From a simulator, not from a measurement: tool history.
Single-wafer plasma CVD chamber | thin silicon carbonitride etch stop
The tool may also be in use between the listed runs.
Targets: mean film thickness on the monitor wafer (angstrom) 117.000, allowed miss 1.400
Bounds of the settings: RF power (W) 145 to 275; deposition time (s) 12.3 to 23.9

| run | hour | RF power (W) | deposition time (s) | mean film thickness on the monitor wafer (angstrom) |
|---|---|---|---|---|
| 1 | 0.0 | 210 | 18.1 | 98.266 |
| 2 | 7.2 | 185 | 18.1 | 95.125 |
| 3 | 13.0 | 210 | 18.7 | 101.610 |
| 4 | 18.5 | 210 | 20.4 | 111.040 |
| 5 | 26.7 | 185 | 20.4 | 106.920 |
| 6 | 33.8 | 175 | 20.4 | 105.040 |
| 7 | 36.8 | 195 | 20.5 | 109.070 |
| 8 | 38.6 | 205 | 20.6 | 111.060 |
| 9 | 45.4 | 215 | 20.7 | 113.310 |
| 10 | 50.5 | 220 | 20.7 | 114.640 |

5 next moves are on the table. One of them brings every result within its allowed miss. Which?
| A | 55.6 | 250 | 19.9 | ? |
| B | 55.6 | 205 | 21.6 | ? |
| C | 55.6 | 165 | 22.1 | ? |
| D | 55.6 | 220 | 20.6 | ? |
| E | 55.6 | 190 | 21.6 | ? |

| move | mean film thickness on the monitor wafer (angstrom) |
|---|---|
| A | 113.850 |
| B | 116.680 |
| C | 112.170 |
| D | 113.570 |
| E | 114.160 |
A: further off than the last run
B: meets every target
C: further off than the last run
D: further off than the last run
E: further off than the last run
Answer: B

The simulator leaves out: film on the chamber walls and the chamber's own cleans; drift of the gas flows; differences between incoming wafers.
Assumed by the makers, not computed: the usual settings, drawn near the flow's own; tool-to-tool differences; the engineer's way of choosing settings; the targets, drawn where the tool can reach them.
